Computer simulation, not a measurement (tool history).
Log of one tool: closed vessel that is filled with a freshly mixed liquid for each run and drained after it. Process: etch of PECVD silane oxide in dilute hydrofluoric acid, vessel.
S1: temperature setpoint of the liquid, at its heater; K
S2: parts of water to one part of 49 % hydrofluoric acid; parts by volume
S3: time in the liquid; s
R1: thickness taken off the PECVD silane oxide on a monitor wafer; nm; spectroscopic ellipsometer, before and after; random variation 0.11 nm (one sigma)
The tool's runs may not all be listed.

run 1 hour=0.0 | S1=297.15 S2=205 S3=85 | R1=12.027
run 2 hour=7.1 | S1=298.15 S2=200 S3=85 | R1=12.863
run 3 hour=12.2 | S1=299.65 S2=200 S3=85 | R1=13.793
run 4 hour=13.7 | S1=300.65 S2=200 S3=85 | R1=14.072
run 5 hour=21.4 | S1=300.65 S2=200 S3=85 | R1=14.302
run 6 hour=28.1 | S1=301.15 S2=200 S3=85 | R1=14.300
run 7 hour=36.7 | S1=301.65 S2=195 S3=85 | R1=15.209

For run 8, what comes out?
run 8 hour=40.7 | S1=302.15 S2=195 S3=85 | R1=?

{"run 8": {"R1": 15.207}}
